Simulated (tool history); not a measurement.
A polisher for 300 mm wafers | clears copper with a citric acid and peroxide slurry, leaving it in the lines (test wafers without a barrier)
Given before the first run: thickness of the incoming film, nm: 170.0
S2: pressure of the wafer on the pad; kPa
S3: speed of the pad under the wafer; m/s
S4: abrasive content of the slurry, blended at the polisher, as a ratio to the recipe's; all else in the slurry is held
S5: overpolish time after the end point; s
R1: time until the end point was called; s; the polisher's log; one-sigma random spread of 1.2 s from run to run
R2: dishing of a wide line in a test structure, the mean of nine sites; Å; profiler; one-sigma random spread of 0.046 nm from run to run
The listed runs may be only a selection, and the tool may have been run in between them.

run 1 day=0 | flow_of_slurry_(ml/min)=310 S2=21.4 S3=0.98 S4=1 S5=8 | R1=60.992 R2=122.18
run 2 day=0.058 | flow_of_slurry_(ml/min)=355 S2=21.4 S3=0.98 S4=1 S5=8 | R1=60.107 R2=122.91
run 3 day=0.158 | flow_of_slurry_(ml/min)=355 S2=21.4 S3=0.98 S4=1 S5=5 | R1=62.317 R2=84.896
run 4 day=0.3 | flow_of_slurry_(ml/min)=395 S2=17.9 S3=1 S4=1 S5=4 | R1=69.004 R2=63.122
run 5 day=0.658 | flow_of_slurry_(ml/min)=395 S2=22.1 S3=1 S4=1 S5=4 | R1=55.254 R2=75.631
run 6 day=0.746 | flow_of_slurry_(ml/min)=395 S2=22.1 S3=1 S4=1 S5=2 | R1=55.359 R2=40.99

Expected results for the next run?
run 7 day=0.871 | flow_of_slurry_(ml/min)=345 S2=21.4 S3=0.96 S4=1 S5=2 | R1=? R2=?

Run 7 came out at R1 60.44 s, R2 38.266 Å.
